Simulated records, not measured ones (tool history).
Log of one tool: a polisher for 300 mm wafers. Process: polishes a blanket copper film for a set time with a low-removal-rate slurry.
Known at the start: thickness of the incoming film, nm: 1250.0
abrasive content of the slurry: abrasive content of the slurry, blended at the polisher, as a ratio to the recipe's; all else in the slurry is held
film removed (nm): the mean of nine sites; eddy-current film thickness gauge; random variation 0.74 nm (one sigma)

| run | hour | flow of slurry (ml/min) | pressure of the wafer on the pad (kPa) | speed of the pad under the wafer (m/s) | abrasive content of the slurry | polishing time (s) | film removed (nm) |
|---|---|---|---|---|---|---|---|
| 1 | 0.0 | 160 | 13.1 | 0.96 | 1.0 | 66 | 112.660 |
| 2 | 5.1 | 140 | 13.1 | 0.96 | 1.0 | 66 | 111.370 |
| 3 | 13.6 | 170 | 13.1 | 0.96 | 1.0 | 66 | 115.260 |
| 4 | 20.6 | 170 | 13.1 | 0.96 | 1.0 | 66 | 116.510 |
| 5 | 29.6 | 170 | 10.3 | 0.96 | 1.0 | 66 | 92.204 |
| 6 | 34.7 | 175 | 10.3 | 0.96 | 1.0 | 66 | 92.965 |
| 7 | 43.6 | 180 | 10.3 | 0.96 | 1.0 | 66 | 91.904 |
| 8 | 49.6 | 185 | 10.3 | 0.96 | 1.0 | 66 | 93.938 |
| 9 | 52.8 | 190 | 10.3 | 0.96 | 1.0 | 66 | 94.542 |
| 10 | 57.7 | 195 | 10.3 | 0.96 | 1.0 | 66 | 94.600 |

Run 11 comes next. What will it give?
| 11 | 64.4 | 200 | 10.3 | 0.96 | 1.0 | 66 | ? |

film removed (nm): 94.824
